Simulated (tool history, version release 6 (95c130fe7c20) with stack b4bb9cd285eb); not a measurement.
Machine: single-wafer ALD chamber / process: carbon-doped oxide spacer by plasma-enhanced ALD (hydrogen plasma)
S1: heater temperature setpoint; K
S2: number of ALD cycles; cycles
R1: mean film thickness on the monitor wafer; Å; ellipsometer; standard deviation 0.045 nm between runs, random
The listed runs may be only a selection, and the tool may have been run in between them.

Run 1, hour 0: S1 673.15 K, S2 255 cycles. Result: R1 140.4 Å.
Run 2, hour 6.2: S1 672.15 K, S2 257 cycles. Result: R1 141.32 Å.
Run 3, hour 10.8: S1 676.15 K, S2 257 cycles. Result: R1 139.91 Å.
Run 4, hour 12.7: S1 676.15 K, S2 229 cycles. Result: R1 124.76 Å.
Run 5, hour 20.1: S1 676.15 K, S2 196 cycles. Result: R1 107.31 Å.
Run 6, hour 27.4: S1 675.15 K, S2 205 cycles. Result: R1 112.11 Å.

Run 7 is up next; what results do you expect?
Run 7, hour 33.5: S1 674.15 K, S2 212 cycles. Result: R1 ?.

For run 7 the tool returned R1 116.14 Å.

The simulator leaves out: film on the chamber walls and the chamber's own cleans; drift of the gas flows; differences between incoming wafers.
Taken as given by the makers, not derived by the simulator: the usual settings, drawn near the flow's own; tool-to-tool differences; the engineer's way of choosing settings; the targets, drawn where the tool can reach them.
